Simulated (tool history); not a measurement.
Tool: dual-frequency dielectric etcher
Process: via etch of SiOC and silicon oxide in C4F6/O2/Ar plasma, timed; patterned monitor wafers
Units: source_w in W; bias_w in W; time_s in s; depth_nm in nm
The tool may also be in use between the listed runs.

{"run": 1, "hour": 0.0, "source_w": 300, "bias_w": 186, "time_s": 60, "depth_nm": 50.692}
{"run": 2, "hour": 4.0, "source_w": 270, "bias_w": 167, "time_s": 59, "depth_nm": 45.22}
{"run": 3, "hour": 9.2, "source_w": 300, "bias_w": 167, "time_s": 59, "depth_nm": 49.229}
{"run": 4, "hour": 13.3, "source_w": 300, "bias_w": 167, "time_s": 60, "depth_nm": 49.214}
{"run": 5, "hour": 15.1, "source_w": 300, "bias_w": 167, "time_s": 55.5, "depth_nm": 45.95}
{"run": 6, "hour": 19.3, "source_w": 330, "bias_w": 167, "time_s": 55.5, "depth_nm": 47.459}
{"run": 7, "hour": 21.6, "source_w": 290, "bias_w": 158, "time_s": 55.5, "depth_nm": 44.183}

Forecast run 8:
{"run": 8, "hour": 30.3, "source_w": 270, "bias_w": 155, "time_s": 55.5, "depth_nm": "?"}

Run 8 gave depth_nm 42.253 nm.
